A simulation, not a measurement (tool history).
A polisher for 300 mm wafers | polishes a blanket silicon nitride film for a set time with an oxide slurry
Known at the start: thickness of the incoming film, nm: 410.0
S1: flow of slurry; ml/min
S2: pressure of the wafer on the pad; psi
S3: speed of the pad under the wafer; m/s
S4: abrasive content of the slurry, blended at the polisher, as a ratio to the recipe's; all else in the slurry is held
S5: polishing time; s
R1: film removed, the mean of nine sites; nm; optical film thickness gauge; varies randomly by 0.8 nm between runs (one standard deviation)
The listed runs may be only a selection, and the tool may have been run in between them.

run	day	S1	S2	S3	S4	S5	R1
1	0.000	315	2.9	1.06	1.0	75	39.662
2	0.246	315	3.1	1.06	1.0	75	43.738
3	0.362	315	3.2	1.06	1.0	75	44.829
4	0.688	315	3.3	1.06	1.0	75	45.096
5	0.779	240	3.3	1.06	1.0	75	43.964
6	0.908	240	3.9	1.06	1.0	75	50.631
7	1.008	245	4.0	1.06	1.0	75	50.216

The next listed run, before its measurement:
8	1.375	245	4.1	1.08	1.0	75	?

For run 8 the tool returned R1 53.653 nm.
